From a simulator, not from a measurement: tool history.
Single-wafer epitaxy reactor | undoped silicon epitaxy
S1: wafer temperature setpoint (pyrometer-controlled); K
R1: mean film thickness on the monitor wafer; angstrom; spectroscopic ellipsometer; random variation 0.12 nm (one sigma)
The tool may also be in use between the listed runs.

Run 1, day 0: S1 913.15 K, deposition time (s) 512. Result: R1 649.91 angstrom.
Run 2, day 0.288: S1 913.15 K, deposition time (s) 568. Result: R1 722.79 angstrom.
Run 3, day 0.521: S1 904.15 K, deposition time (s) 568. Result: R1 568.66 angstrom.
Run 4, day 0.771: S1 899.15 K, deposition time (s) 568. Result: R1 499.75 angstrom.
Run 5, day 0.921: S1 899.15 K, deposition time (s) 527. Result: R1 462.05 angstrom.
At day 1.275: pyrometer calibrated.
Run 6, day 1.275: S1 909.15 K, deposition time (s) 527. Result: R1 670.24 angstrom.
Run 7, day 1.517: S1 906.15 K, deposition time (s) 504. Result: R1 595.8 angstrom.
Run 8, day 1.838: S1 904.15 K, deposition time (s) 484. Result: R1 542.6 angstrom.
Run 9, day 1.979: S1 902.15 K, deposition time (s) 468. Result: R1 499.62 angstrom.
Run 10, day 2.233: S1 900.15 K, deposition time (s) 463. Result: R1 469.72 angstrom.
Run 11, day 2.496: S1 899.15 K, deposition time (s) 460. Result: R1 454.91 angstrom.
Run 12, day 2.608: S1 898.15 K, deposition time (s) 458. Result: R1 438.95 angstrom.
Run 13, day 2.704: S1 897.15 K, deposition time (s) 457. Result: R1 428.57 angstrom.
Run 14, day 2.933: S1 896.15 K, deposition time (s) 456. Result: R1 416.11 angstrom.
Run 15, day 3.108: S1 895.15 K, deposition time (s) 455. Result: R1 402.86 angstrom.
Run 16, day 3.129: S1 894.15 K, deposition time (s) 455. Result: R1 394.36 angstrom.
Run 17, day 3.412: S1 893.15 K, deposition time (s) 454. Result: R1 382.04 angstrom.

The next listed run, before its measurement:
Run 18, day 3.546: S1 892.15 K, deposition time (s) 453. Result: R1 ?.

Run 18 gave R1 368.27 angstrom.
